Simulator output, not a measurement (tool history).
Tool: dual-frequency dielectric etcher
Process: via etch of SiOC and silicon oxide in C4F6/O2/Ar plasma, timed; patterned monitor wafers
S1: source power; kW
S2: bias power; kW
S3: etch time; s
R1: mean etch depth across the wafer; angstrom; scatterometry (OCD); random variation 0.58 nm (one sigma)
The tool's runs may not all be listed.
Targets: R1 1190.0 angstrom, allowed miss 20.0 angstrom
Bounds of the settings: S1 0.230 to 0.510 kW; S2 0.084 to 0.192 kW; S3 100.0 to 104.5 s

run,hour,S1,S2,S3,R1
1,0.0,0.370,0.138,100.0,1081.4
2,2.0,0.390,0.139,100.0,1097.9
3,8.7,0.410,0.140,100.0,1133.6
4,16.2,0.380,0.140,100.0,1097.8
5,25.2,0.380,0.140,100.0,1095.1
6,30.6,0.400,0.141,100.0,1124.5
7,39.4,0.410,0.142,100.0,1143.8
8,47.9,0.420,0.142,100.0,1166.2
9,55.8,0.430,0.142,100.0,1161.9

Which of these 4 next moves meets every target?
A,63.7,0.350,0.171,103.0,?
B,63.7,0.470,0.156,100.0,?
C,63.7,0.450,0.131,100.0,?
D,63.7,0.390,0.150,100.0,?

move,R1
A,1184.9
B,1260.4
C,1153.7
D,1144.0
A: meets every target
B: takes the result that was furthest off past its target
C: further off than the last run
D: further off than the last run
Answer: A
